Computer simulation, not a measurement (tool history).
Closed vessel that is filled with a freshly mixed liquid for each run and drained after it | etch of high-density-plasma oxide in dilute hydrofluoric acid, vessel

| run | hour | temperature setpoint of the liquid (°C) | parts of water to one part of 49 % hydrofluoric acid (parts by volume) | time in the liquid (s) | thickness taken off the high-density-plasma oxide on a monitor wafer (Å) |
|---|---|---|---|---|---|
| 1 | 0.0 | 21.0 | 90 | 105 | 75.603 |
| 2 | 6.4 | 21.0 | 110 | 105 | 60.052 |
| 3 | 12.0 | 20.5 | 110 | 105 | 58.966 |
| 4 | 16.2 | 20.0 | 110 | 105 | 58.719 |
| 5 | 23.0 | 20.0 | 110 | 105 | 58.006 |
| 6 | 27.2 | 19.5 | 110 | 105 | 57.192 |
| 7 | 32.9 | 19.0 | 110 | 105 | 55.581 |
| 8 | 39.5 | 18.0 | 120 | 105 | 48.200 |

Predict the results of run 9:
| 9 | 45.4 | 17.5 | 125 | 105 | ? |

{"run 9": {"thickness taken off the high-density-plasma oxide on a monitor wafer (Å)": 45.002}}
